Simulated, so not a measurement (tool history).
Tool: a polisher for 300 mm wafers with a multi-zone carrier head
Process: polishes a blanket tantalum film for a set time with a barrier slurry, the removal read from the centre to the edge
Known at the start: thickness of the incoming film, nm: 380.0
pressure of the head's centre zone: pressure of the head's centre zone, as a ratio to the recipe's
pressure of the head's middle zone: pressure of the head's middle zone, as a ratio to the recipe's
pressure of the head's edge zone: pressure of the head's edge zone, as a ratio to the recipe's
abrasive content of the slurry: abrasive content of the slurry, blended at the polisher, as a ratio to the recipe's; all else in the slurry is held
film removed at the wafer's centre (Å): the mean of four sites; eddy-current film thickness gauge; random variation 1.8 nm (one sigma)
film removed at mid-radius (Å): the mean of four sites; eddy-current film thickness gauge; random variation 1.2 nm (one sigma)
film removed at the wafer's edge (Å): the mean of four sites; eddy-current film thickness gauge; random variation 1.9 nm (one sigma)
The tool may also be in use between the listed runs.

| run | day | flow of slurry (ml/min) | pressure of the head's centre zone | pressure of the head's middle zone | pressure of the head's edge zone | abrasive content of the slurry | polishing time (s) | film removed at the wafer's centre (Å) | film removed at mid-radius (Å) | film removed at the wafer's edge (Å) |
|---|---|---|---|---|---|---|---|---|---|---|
| 1 | 0.000 | 320 | 1.00 | 1.00 | 1.00 | 1.00 | 72 | 979.21 | 1022.3 | 1002.7 |
| 2 | 0.062 | 320 | 1.00 | 1.00 | 1.00 | 1.00 | 81 | 1093.30 | 1162.3 | 1110.9 |
| 3 | 0.242 | 320 | 1.06 | 1.00 | 1.00 | 1.00 | 81 | 1169.10 | 1142.9 | 1095.9 |
| 4 | 0.267 | 320 | 1.06 | 1.00 | 1.00 | 0.85 | 81 | 1097.20 | 1074.5 | 1052.4 |
| 5 | 0.467 | 320 | 1.01 | 1.00 | 1.05 | 1.05 | 83 | 1155.50 | 1204.8 | 1176.3 |
| 6 | 0.646 | 320 | 1.01 | 1.08 | 1.05 | 1.05 | 83 | 1172.10 | 1248.3 | 1187.2 |
| 7 | 0.704 | 320 | 0.97 | 1.06 | 1.09 | 1.20 | 84 | 1194.30 | 1314.3 | 1261.9 |
| 8 | 0.750 | 320 | 0.93 | 1.04 | 1.12 | 1.30 | 86 | 1182.50 | 1327.9 | 1342.9 |
| 9 | 0.962 | 320 | 0.91 | 1.06 | 1.14 | 1.35 | 87 | 1208.40 | 1400.1 | 1348.3 |

Forecast run 10:
| 10 | 1.012 | 310 | 0.81 | 0.97 | 1.19 | 1.50 | 96 | ? | ? | ? |

film removed at the wafer's centre (Å): 1154.80
film removed at mid-radius (Å): 1467.8
film removed at the wafer's edge (Å): 1545.3
